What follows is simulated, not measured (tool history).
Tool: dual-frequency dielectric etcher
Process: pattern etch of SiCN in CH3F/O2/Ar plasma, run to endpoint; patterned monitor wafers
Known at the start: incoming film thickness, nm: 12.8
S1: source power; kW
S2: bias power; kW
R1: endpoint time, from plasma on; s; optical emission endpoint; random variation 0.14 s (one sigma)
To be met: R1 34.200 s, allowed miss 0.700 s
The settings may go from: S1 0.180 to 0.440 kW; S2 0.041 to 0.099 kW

run,hour,S1,S2,R1
1,0.0,0.310,0.070,38.542
2,8.9,0.340,0.071,36.184
3,9.5,0.290,0.071,40.120
4,12.4,0.270,0.071,41.637
# hour 19.2: bias power generator calibrated
5,19.2,0.300,0.072,38.588
6,26.5,0.270,0.072,40.784
7,30.7,0.300,0.073,38.230
8,34.2,0.320,0.073,36.958

Which of these 4 next moves meets every target?
A,37.7,0.400,0.073,?
B,37.7,0.400,0.078,?
C,37.7,0.410,0.072,?
D,37.7,0.330,0.086,?

move,R1
A,32.845
B,32.169
C,32.574
D,34.476
A: takes the result that was furthest off past its target
B: takes the result that was furthest off past its target
C: takes the result that was furthest off past its target
D: meets every target
The right move is D.

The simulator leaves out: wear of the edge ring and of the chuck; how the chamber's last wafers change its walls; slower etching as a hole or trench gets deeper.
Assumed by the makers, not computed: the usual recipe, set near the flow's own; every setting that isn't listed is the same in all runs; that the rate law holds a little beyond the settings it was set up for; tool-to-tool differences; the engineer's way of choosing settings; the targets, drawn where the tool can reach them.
